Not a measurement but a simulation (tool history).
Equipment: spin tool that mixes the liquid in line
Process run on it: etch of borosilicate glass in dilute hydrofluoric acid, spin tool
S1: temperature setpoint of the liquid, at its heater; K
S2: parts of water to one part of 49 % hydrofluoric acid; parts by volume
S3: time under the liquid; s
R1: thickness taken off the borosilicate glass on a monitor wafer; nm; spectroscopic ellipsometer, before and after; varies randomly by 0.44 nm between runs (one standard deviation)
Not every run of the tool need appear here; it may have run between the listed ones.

{"run": 1, "hour": 0.0, "S1": 295.15, "S2": 260, "S3": 320, "R1": 28.318}
{"run": 2, "hour": 8.2, "S1": 295.15, "S2": 215, "S3": 320, "R1": 36.056}
{"run": 3, "hour": 12.0, "S1": 295.15, "S2": 215, "S3": 320, "R1": 35.841}
{"run": 4, "hour": 16.4, "S1": 297.15, "S2": 180, "S3": 320, "R1": 48.135}
{"run": 5, "hour": 24.0, "S1": 294.15, "S2": 180, "S3": 320, "R1": 42.807}
{"run": 6, "hour": 32.4, "S1": 296.65, "S2": 160, "S3": 320, "R1": 53.854}

Expected results for the next run?
{"run": 7, "hour": 38.1, "S1": 298.65, "S2": 150, "S3": 320, "R1": "?"}

{"run 7": {"R1": 63.255}}
